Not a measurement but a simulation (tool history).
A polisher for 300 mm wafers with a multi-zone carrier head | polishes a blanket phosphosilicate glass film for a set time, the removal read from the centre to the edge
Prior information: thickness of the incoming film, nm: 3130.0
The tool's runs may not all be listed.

| run | day | flow of slurry (ml/min) | pressure of the head's centre zone | pressure of the head's middle zone | pressure of the head's edge zone | abrasive content of the slurry | polishing time (s) | film removed at the wafer's centre (Å) | film removed at mid-radius (Å) | film removed at the wafer's edge (Å) |
|---|---|---|---|---|---|---|---|---|---|---|
| 1 | 0 | 165 | 1 | 1 | 1 | 1 | 87 | 6897.8 | 7110.2 | 6773.9 |
| 2 | 0.062 | 160 | 0.98 | 0.99 | 0.99 | 0.95 | 87 | 6592.9 | 6784.3 | 6695.3 |
| 3 | 0.321 | 175 | 0.98 | 0.99 | 0.99 | 0.95 | 87 | 6733.1 | 6988.1 | 6707.5 |
| 4 | 0.492 | 175 | 0.92 | 0.99 | 0.99 | 0.95 | 87 | 6276.1 | 6880.3 | 6653.3 |
| 5 | 0.521 | 175 | 0.92 | 0.99 | 0.93 | 0.95 | 87 | 6306 | 6854.3 | 6508.9 |
| 6 | 0.654 | 175 | 0.96 | 0.99 | 0.93 | 0.95 | 87 | 6553 | 6922.9 | 6341.6 |
| 7 | 0.979 | 170 | 0.94 | 0.98 | 0.92 | 0.9 | 87 | 6337.5 | 6592.1 | 6326.7 |
| 8 | 1.3 | 170 | 0.92 | 0.98 | 0.91 | 0.85 | 87 | 5958.3 | 6567.1 | 6159.8 |
| 9 | 1.638 | 170 | 0.91 | 0.97 | 0.9 | 0.8 | 87 | 5680.8 | 6392.7 | 5950.7 |
| 10 | 1.908 | 170 | 0.9 | 0.96 | 0.89 | 0.8 | 87 | 5679 | 6262.9 | 5915.8 |
| 11 | 1.996 | 165 | 0.89 | 0.95 | 0.88 | 0.8 | 87 | 5579.4 | 6135.4 | 5818.1 |
| 12 | 2.1 | 160 | 0.88 | 0.94 | 0.88 | 0.8 | 87 | 5525.6 | 6006.2 | 5783.7 |
| 13 | 2.246 | 155 | 0.87 | 0.94 | 0.88 | 0.8 | 87 | 5399.6 | 6074 | 5739 |
| 14 | 2.542 | 150 | 0.86 | 0.93 | 0.88 | 0.8 | 87 | 5262.7 | 5973.1 | 5710.3 |
| 15 | 2.683 | 150 | 0.86 | 0.93 | 0.88 | 0.8 | 87 | 5285.2 | 5964.8 | 5876.4 |
| 16 | 2.812 | 150 | 0.86 | 0.92 | 0.88 | 0.8 | 87 | 5301.9 | 5941.2 | 5688.2 |
| 17 | 2.992 | 145 | 0.85 | 0.91 | 0.88 | 0.8 | 87 | 5158.5 | 5833 | 5804.1 |
| 18 | 3.342 | 145 | 0.85 | 0.91 | 0.87 | 0.8 | 87 | 5231.9 | 5993.7 | 5732.4 |

For run 19, what comes out?
| 19 | 3.417 | 145 | 0.85 | 0.9 | 0.87 | 0.8 | 87 | ? | ? | ? |

{"run 19": {"film removed at the wafer's centre (Å)": 5165, "film removed at mid-radius (Å)": 5793.4, "film removed at the wafer's edge (Å)": 5593}}

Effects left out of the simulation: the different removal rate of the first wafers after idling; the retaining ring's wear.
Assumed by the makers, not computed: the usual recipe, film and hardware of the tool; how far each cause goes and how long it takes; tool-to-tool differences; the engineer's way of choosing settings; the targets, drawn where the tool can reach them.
